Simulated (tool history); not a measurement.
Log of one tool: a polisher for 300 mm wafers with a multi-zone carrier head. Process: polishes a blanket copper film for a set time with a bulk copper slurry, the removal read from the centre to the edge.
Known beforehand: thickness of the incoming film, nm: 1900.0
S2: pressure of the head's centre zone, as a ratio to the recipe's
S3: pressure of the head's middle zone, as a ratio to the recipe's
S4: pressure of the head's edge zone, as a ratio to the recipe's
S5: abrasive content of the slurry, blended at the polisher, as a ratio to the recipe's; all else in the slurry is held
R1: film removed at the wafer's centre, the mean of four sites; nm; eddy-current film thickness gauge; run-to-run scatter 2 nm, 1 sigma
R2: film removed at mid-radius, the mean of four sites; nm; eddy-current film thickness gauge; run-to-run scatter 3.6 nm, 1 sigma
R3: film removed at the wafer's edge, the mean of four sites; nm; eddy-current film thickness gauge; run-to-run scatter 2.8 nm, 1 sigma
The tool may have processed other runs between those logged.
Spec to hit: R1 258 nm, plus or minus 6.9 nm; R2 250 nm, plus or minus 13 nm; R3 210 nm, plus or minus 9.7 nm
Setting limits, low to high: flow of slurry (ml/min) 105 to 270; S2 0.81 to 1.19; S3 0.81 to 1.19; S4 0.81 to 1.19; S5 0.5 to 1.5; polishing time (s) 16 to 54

run 1 hour=0 | flow_of_slurry_(ml/min)=175 S2=1 S3=1 S4=1 S5=1 polishing_time_(s)=35 | R1=287.47 R2=297.13 R3=292.99
run 2 hour=7.7 | flow_of_slurry_(ml/min)=175 S2=1.02 S3=1.01 S4=0.97 S5=0.9 polishing_time_(s)=34 | R1=278.5 R2=286.72 R3=271.43
run 3 hour=9.1 | flow_of_slurry_(ml/min)=170 S2=1.04 S3=1.01 S4=0.94 S5=0.8 polishing_time_(s)=34 | R1=280.68 R2=274.05 R3=260
run 4 hour=15.5 | flow_of_slurry_(ml/min)=170 S2=1.1 S3=1.01 S4=0.94 S5=0.8 polishing_time_(s)=34 | R1=296.07 R2=278.61 R3=259.28
run 5 hour=21.7 | flow_of_slurry_(ml/min)=170 S2=1.1 S3=1.01 S4=0.94 S5=0.9 polishing_time_(s)=34 | R1=304.26 R2=280.93 R3=271.52
run 6 hour=25.2 | flow_of_slurry_(ml/min)=170 S2=1.09 S3=1.02 S4=0.92 S5=0.8 polishing_time_(s)=34 | R1=289.51 R2=275.07 R3=254.33
run 7 hour=26.8 | flow_of_slurry_(ml/min)=165 S2=1.09 S3=1.03 S4=0.9 S5=0.75 polishing_time_(s)=34 | R1=280.74 R2=271.92 R3=249.83
run 8 hour=28.3 | flow_of_slurry_(ml/min)=170 S2=1.1 S3=1.04 S4=0.88 S5=0.7 polishing_time_(s)=34 | R1=286.07 R2=272.21 R3=242.84
run 9 hour=34.3 | flow_of_slurry_(ml/min)=140 S2=1.08 S3=1.06 S4=0.81 S5=0.5 polishing_time_(s)=33 | R1=248.94 R2=244.61 R3=214.64

Consider the 5 candidate settings below. Which is the only one whose results all fall within their allowed miss of target?
run A hour=40.3 | flow_of_slurry_(ml/min)=170 S2=1.17 S3=1.19 S4=0.81 S5=0.55 polishing_time_(s)=32 | R1=? R2=? R3=?
run B hour=40.3 | flow_of_slurry_(ml/min)=110 S2=1.09 S3=1.02 S4=0.87 S5=0.5 polishing_time_(s)=36 | R1=? R2=? R3=?
run C hour=40.3 | flow_of_slurry_(ml/min)=140 S2=1.12 S3=1.08 S4=0.81 S5=0.5 polishing_time_(s)=33 | R1=? R2=? R3=?
run D hour=40.3 | flow_of_slurry_(ml/min)=135 S2=1.07 S3=1.08 S4=0.81 S5=0.5 polishing_time_(s)=33 | R1=? R2=? R3=?
run E hour=40.3 | flow_of_slurry_(ml/min)=165 S2=1.14 S3=1.17 S4=0.81 S5=0.6 polishing_time_(s)=29 | R1=? R2=? R3=?

move=A R1=271.85 R2=276.73 R3=214.31
move=B R1=260.36 R2=251.86 R3=234.24
move=C R1=255.39 R2=251.02 R3=213.09
move=D R1=242.51 R2=249.82 R3=212.32
move=E R1=243.22 R2=250.64 R3=197.2
A: pushes the last run's worst result past its target
B: corrects the largest miss of the last run, while another result sits out of spec
C: meets every target
D: its largest miss is bigger than the last run's
E: its largest miss is bigger than the last run's
Correct choice: C, which meets every target
